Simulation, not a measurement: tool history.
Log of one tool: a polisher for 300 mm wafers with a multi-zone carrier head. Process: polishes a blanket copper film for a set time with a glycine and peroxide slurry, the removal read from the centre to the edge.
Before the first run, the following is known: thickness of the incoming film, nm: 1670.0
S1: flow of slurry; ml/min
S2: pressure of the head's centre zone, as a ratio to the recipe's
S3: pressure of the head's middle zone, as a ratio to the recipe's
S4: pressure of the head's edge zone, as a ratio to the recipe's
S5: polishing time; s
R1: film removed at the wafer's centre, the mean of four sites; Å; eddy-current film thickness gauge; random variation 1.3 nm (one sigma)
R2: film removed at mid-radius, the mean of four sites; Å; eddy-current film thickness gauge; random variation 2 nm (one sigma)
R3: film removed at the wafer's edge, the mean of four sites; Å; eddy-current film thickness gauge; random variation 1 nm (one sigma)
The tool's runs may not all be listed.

run,hour,S1,S2,S3,S4,S5,R1,R2,R3
1,0,175,1,1,1,55,2206.4,2100.7,2125
2,1.4,175,1,1,0.93,55,2144.4,2123.8,2048.8
3,4.7,175,1,1,0.93,63,2475.3,2385.1,2358.5
4,7.6,175,0.92,1,0.93,63,2287.3,2428.8,2358.1
5,12.4,175,0.93,1,0.92,59,2155.6,2269.1,2232.4
6,21.3,175,0.93,1,0.92,65,2345.1,2451.5,2439.5
7,23.3,175,0.94,1,0.91,61,2255.3,2396.8,2274.5
8,31.2,175,0.95,0.99,0.9,57,2128.5,2158.7,2097.2
9,37.7,175,0.95,0.99,0.89,54,2021.9,2056.4,1986.4
10,40.9,165,0.99,1.04,0.81,39,1531.3,1537.5,1372

What does the tool deliver on the next run?
11,42.9,130,0.98,1.05,0.81,38,?,?,?

{"run 11": {"R1": 1394.2, "R2": 1468.5, "R3": 1301.2}}
